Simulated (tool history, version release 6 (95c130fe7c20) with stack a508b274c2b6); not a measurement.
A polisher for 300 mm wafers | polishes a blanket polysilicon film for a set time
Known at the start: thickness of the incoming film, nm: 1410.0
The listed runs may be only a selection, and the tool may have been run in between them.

run	hour	flow of slurry (ml/min)	pressure of the wafer on the pad (psi)	speed of the pad under the wafer (m/s)	polishing time (s)	film removed (nm)
1	0.0	190	3.3	0.98	75	857.98
2	2.8	215	3.3	0.98	75	868.32
3	5.3	215	2.8	0.94	75	710.97
4	10.4	215	2.4	0.92	75	607.69
5	13.4	260	2.4	0.92	75	611.80
6	22.3	295	2.4	0.92	75	623.70
7	25.7	295	2.1	0.90	75	525.92

What will run 8 give?
8	31.9	295	2.0	0.90	75	?

film removed (nm): 505.90

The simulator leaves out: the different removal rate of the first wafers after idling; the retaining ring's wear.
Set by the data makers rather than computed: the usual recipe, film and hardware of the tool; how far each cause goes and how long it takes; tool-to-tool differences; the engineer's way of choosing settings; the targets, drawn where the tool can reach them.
